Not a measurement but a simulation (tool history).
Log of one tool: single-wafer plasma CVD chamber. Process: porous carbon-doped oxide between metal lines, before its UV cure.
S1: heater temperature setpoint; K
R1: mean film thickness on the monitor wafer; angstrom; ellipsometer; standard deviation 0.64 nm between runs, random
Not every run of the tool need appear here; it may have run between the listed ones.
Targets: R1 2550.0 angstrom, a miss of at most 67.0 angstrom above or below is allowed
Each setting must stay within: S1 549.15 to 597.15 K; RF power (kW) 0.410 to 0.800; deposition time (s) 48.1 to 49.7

run 1 hour=0.0 | S1=573.15 RF_power_(kW)=0.605 deposition_time_(s)=48.1 | R1=3011.1
run 2 hour=6.4 | S1=577.15 RF_power_(kW)=0.605 deposition_time_(s)=48.1 | R1=2941.5
run 3 hour=11.8 | S1=580.15 RF_power_(kW)=0.590 deposition_time_(s)=48.1 | R1=2844.4
run 4 hour=12.5 | S1=580.15 RF_power_(kW)=0.590 deposition_time_(s)=49.7 | R1=2930.9
run 5 hour=17.7 | S1=580.15 RF_power_(kW)=0.625 deposition_time_(s)=49.7 | R1=3063.2
run 6 hour=26.2 | S1=580.15 RF_power_(kW)=0.685 deposition_time_(s)=49.7 | R1=3264.3
run 7 hour=27.1 | S1=580.15 RF_power_(kW)=0.685 deposition_time_(s)=49.7 | R1=3278.9
run 8 hour=28.2 | S1=583.15 RF_power_(kW)=0.655 deposition_time_(s)=49.4 | R1=3112.0
run 9 hour=33.6 | S1=585.15 RF_power_(kW)=0.625 deposition_time_(s)=49.2 | R1=2953.0
run 10 hour=39.4 | S1=587.15 RF_power_(kW)=0.605 deposition_time_(s)=49.0 | R1=2869.2
run 11 hour=45.6 | S1=588.15 RF_power_(kW)=0.585 deposition_time_(s)=48.8 | R1=2760.0
run 12 hour=51.7 | S1=589.15 RF_power_(kW)=0.575 deposition_time_(s)=48.7 | R1=2708.4
run 13 hour=56.8 | S1=590.15 RF_power_(kW)=0.570 deposition_time_(s)=48.7 | R1=2682.6

5 candidate next runs follow, results not yet known. Just one meets every target within its allowed miss. Identify it.
run A hour=61.9 | S1=587.15 RF_power_(kW)=0.495 deposition_time_(s)=48.1 | R1=?
run B hour=61.9 | S1=597.15 RF_power_(kW)=0.570 deposition_time_(s)=48.1 | R1=?
run C hour=61.9 | S1=590.15 RF_power_(kW)=0.580 deposition_time_(s)=48.1 | R1=?
run D hour=61.9 | S1=597.15 RF_power_(kW)=0.625 deposition_time_(s)=48.1 | R1=?
run E hour=61.9 | S1=583.15 RF_power_(kW)=0.545 deposition_time_(s)=49.7 | R1=?

move=A R1=2416.9
move=B R1=2574.2
move=C R1=2691.4
move=D R1=2755.8
move=E R1=2739.7
A: the result that was furthest off in the last run now lies on the other side of its target
B: all results land within tolerance of their targets
C: its largest miss is bigger than the last run's
D: its largest miss is bigger than the last run's
E: its largest miss is bigger than the last run's
B meets every target.
